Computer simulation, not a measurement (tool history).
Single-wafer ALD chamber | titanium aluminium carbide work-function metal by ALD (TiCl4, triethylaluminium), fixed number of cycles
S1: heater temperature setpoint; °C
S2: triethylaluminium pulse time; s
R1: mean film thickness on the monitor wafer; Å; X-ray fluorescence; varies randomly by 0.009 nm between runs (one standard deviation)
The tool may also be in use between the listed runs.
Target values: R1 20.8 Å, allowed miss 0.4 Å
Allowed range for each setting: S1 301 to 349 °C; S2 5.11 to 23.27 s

run 1 hour=0 | S1=325 S2=14.19 | R1=22.587
run 2 hour=1.7 | S1=325 S2=18.15 | R1=22.511
run 3 hour=5.5 | S1=332 S2=18.15 | R1=23.264
run 4 hour=13.4 | S1=332 S2=21.34 | R1=23.23
run 5 hour=21.8 | S1=332 S2=17.31 | R1=23.144
run 6 hour=27.6 | S1=332 S2=19.36 | R1=23.104
run 7 hour=31.4 | S1=328 S2=19.38 | R1=22.904
run 8 hour=39.3 | S1=324 S2=19.22 | R1=22.566
run 9 hour=45.1 | S1=321 S2=19.08 | R1=22.356
run 10 hour=50.9 | S1=318 S2=18.73 | R1=22.066
run 11 hour=55.1 | S1=316 S2=18.66 | R1=21.721
run 12 hour=63.2 | S1=315 S2=18.63 | R1=22.011
run 13 hour=65 | S1=313 S2=17.7 | R1=21.692
run 14 hour=70.4 | S1=311 S2=17.65 | R1=21.599
run 15 hour=77 | S1=310 S2=17.44 | R1=21.527
run 16 hour=78 | S1=309 S2=17.25 | R1=21.46

Below are 5 possible settings for the next run. Only one of them brings all results inside the allowed miss of their targets. Which is it?
run A hour=79 | S1=301 S2=16.66 | R1=?
run B hour=79 | S1=336 S2=10.86 | R1=?
run C hour=79 | S1=318 S2=20.92 | R1=?
run D hour=79 | S1=326 S2=12.45 | R1=?
run E hour=79 | S1=314 S2=17.59 | R1=?

move=A R1=20.83
move=B R1=22.668
move=C R1=22.215
move=D R1=22.437
move=E R1=21.874
A: every result lands within tolerance
B: misses by more than the last run did
C: misses by more than the last run did
D: misses by more than the last run did
E: misses by more than the last run did
The move that meets every target is A.

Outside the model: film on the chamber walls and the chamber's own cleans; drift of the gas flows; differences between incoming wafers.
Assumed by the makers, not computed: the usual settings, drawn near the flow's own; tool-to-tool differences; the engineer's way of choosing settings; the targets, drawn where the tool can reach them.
